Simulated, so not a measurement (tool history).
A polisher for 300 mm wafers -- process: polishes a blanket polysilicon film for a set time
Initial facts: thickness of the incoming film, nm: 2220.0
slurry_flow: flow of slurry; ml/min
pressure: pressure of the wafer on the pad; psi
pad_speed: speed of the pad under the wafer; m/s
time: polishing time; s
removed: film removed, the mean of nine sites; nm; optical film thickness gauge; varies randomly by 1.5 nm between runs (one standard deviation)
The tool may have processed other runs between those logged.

run	day	slurry_flow	pressure	pad_speed	time	removed
1	0	285	3	1.06	21	169.95
2	0.254	285	2.6	1.06	21	147.39
3	0.421	355	2.6	1.06	21	150.21
4	0.471	355	2.9	1.06	21	168.75
5	0.583	355	2.9	1.06	19	151.45
6	0.692	355	2.9	0.96	19	138.57
7	0.929	355	3.2	0.96	19	153.31
8	1.171	355	3.5	0.96	19	166.16
9	1.204	355	3.7	0.96	19	176.52
10	1.267	355	3.9	0.96	19	183.42
11	1.329	355	4.1	0.98	19	197.61
12	1.525	355	4.2	1	19	206.29
13	1.767	355	4.3	1.02	19	215.41

Run 14 is up next; what results do you expect?
14	1.908	355	4.4	1.02	19	?

{"run 14": {"removed": 221.47}}
